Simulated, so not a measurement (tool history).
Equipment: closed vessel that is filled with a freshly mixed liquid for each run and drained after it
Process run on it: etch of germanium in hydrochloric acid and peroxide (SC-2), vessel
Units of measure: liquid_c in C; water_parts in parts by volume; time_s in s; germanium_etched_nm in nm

{"run": 1, "hour": 0.0, "liquid_c": 53, "water_parts": 6, "time_s": 95, "germanium_etched_nm": 268.97}
{"run": 2, "hour": 4.5, "liquid_c": 51, "water_parts": 6, "time_s": 95, "germanium_etched_nm": 251.92}
{"run": 3, "hour": 5.8, "liquid_c": 49.5, "water_parts": 6, "time_s": 95, "germanium_etched_nm": 240.6}
{"run": 4, "hour": 6.4, "liquid_c": 48.5, "water_parts": 6, "time_s": 95, "germanium_etched_nm": 233.12}
{"run": 5, "hour": 7.6, "liquid_c": 48.5, "water_parts": 6, "time_s": 95, "germanium_etched_nm": 234.34}
{"run": 6, "hour": 10.8, "liquid_c": 48.5, "water_parts": 6, "time_s": 105, "germanium_etched_nm": 259.92}
{"run": 7, "hour": 14.6, "liquid_c": 40.5, "water_parts": 6, "time_s": 105, "germanium_etched_nm": 198.92}

Expected results for the next run?
{"run": 8, "hour": 22.7, "liquid_c": 40.5, "water_parts": 6, "time_s": 105, "germanium_etched_nm": "?"}

germanium_etched_nm: 197.75 nm
